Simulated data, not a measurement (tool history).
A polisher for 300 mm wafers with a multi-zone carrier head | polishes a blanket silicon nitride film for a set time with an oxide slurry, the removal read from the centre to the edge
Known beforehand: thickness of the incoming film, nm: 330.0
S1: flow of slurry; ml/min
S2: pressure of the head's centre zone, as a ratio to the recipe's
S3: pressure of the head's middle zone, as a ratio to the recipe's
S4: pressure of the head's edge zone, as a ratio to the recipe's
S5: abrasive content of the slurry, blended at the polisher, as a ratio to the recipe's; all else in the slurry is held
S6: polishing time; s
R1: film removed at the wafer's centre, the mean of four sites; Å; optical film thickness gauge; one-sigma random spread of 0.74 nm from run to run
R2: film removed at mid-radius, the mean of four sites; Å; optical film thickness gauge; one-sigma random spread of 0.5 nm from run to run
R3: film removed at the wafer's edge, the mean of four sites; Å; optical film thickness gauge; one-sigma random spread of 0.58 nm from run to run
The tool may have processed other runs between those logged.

Run 1, hour 0: S1 135 ml/min, S2 1, S3 1, S4 1, S5 1, S6 80 s. Result: R1 712.76 Å, R2 654.65 Å, R3 663.6 Å.
Run 2, hour 1.3: S1 135 ml/min, S2 1, S3 1, S4 1, S5 0.9, S6 80 s. Result: R1 673.36 Å, R2 637.98 Å, R3 638.34 Å.
Run 3, hour 5.1: S1 140 ml/min, S2 0.98, S3 0.99, S4 1.03, S5 0.95, S6 80 s. Result: R1 680.64 Å, R2 649.03 Å, R3 657.66 Å.
Run 4, hour 7.6: S1 140 ml/min, S2 0.97, S3 0.98, S4 1.05, S5 1.05, S6 80 s. Result: R1 705.78 Å, R2 669.28 Å, R3 686.11 Å.
At hour 16.4: centre zone pressure recalibrated.
Run 5, hour 16.4: S1 140 ml/min, S2 0.95, S3 0.96, S4 1.07, S5 1.1, S6 80 s. Result: R1 655.73 Å, R2 665.32 Å, R3 716.53 Å.
Run 6, hour 21.6: S1 140 ml/min, S2 0.95, S3 1, S4 1.07, S5 1.1, S6 80 s. Result: R1 646.56 Å, R2 695.37 Å, R3 710.98 Å.
Run 7, hour 29.4: S1 145 ml/min, S2 0.95, S3 0.98, S4 1.09, S5 1.15, S6 80 s. Result: R1 662.97 Å, R2 687.57 Å, R3 734.49 Å.

For run 8, what comes out?
Run 8, hour 35.7: S1 150 ml/min, S2 0.96, S3 0.98, S4 1.1, S5 1.2, S6 80 s. Result: R1 ?, R2 ?, R3 ?.

{"run 8": {"R1": 673.95, "R2": 694.17, "R3": 751.7}}
